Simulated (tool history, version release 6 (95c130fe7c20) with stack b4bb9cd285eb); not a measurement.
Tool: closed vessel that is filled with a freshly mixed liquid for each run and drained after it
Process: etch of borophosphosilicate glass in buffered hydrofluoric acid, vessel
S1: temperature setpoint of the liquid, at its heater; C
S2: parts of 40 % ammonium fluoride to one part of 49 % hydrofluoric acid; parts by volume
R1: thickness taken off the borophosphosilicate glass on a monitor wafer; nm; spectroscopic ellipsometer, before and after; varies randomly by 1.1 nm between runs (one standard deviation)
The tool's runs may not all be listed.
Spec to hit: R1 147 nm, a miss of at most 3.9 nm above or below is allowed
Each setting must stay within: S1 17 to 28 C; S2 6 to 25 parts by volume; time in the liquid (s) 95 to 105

{"run": 1, "hour": 0.0, "S1": 20, "S2": 15.5, "time in the liquid (s)": 95, "R1": 92.278}
{"run": 2, "hour": 4.4, "S1": 22, "S2": 15.5, "time in the liquid (s)": 95, "R1": 106.07}
{"run": 3, "hour": 13.3, "S1": 23.5, "S2": 15.5, "time in the liquid (s)": 95, "R1": 115.03}
{"run": 4, "hour": 17.5, "S1": 24.5, "S2": 15.5, "time in the liquid (s)": 95, "R1": 121.35}
{"run": 5, "hour": 23.2, "S1": 24.5, "S2": 15.5, "time in the liquid (s)": 105, "R1": 133.53}
{"run": 6, "hour": 27.8, "S1": 21.5, "S2": 15.5, "time in the liquid (s)": 105, "R1": 112.69}
{"run": 7, "hour": 28.9, "S1": 22.5, "S2": 15.5, "time in the liquid (s)": 105, "R1": 118.45}
{"run": 8, "hour": 31.9, "S1": 22.5, "S2": 15.5, "time in the liquid (s)": 105, "R1": 119.69}
{"run": 9, "hour": 40.8, "S1": 22.5, "S2": 15.5, "time in the liquid (s)": 105, "R1": 119.72}
{"run": 10, "hour": 46.6, "S1": 23.5, "S2": 15.5, "time in the liquid (s)": 105, "R1": 125.44}
{"run": 11, "hour": 54.3, "S1": 23.5, "S2": 15.5, "time in the liquid (s)": 105, "R1": 125.3}
{"run": 12, "hour": 60.3, "S1": 27, "S2": 15.5, "time in the liquid (s)": 105, "R1": 151.95}

Which one of the following 4 next-run settings gets every result inside its allowed miss? There is exactly one.
{"run": "A", "hour": 66.3, "S1": 28, "S2": 15.5, "time in the liquid (s)": 105, "R1": "?"}
{"run": "B", "hour": 66.3, "S1": 25, "S2": 13, "time in the liquid (s)": 95, "R1": "?"}
{"run": "C", "hour": 66.3, "S1": 27.5, "S2": 14.5, "time in the liquid (s)": 100, "R1": "?"}
{"run": "D", "hour": 66.3, "S1": 27.5, "S2": 14, "time in the liquid (s)": 100, "R1": "?"}

move=A R1=159.72
move=B R1=146.48
move=C R1=158.2
move=D R1=163.76
A: further off than the last run
B: all results in spec
C: further off than the last run
D: further off than the last run
The move that meets every target is B.

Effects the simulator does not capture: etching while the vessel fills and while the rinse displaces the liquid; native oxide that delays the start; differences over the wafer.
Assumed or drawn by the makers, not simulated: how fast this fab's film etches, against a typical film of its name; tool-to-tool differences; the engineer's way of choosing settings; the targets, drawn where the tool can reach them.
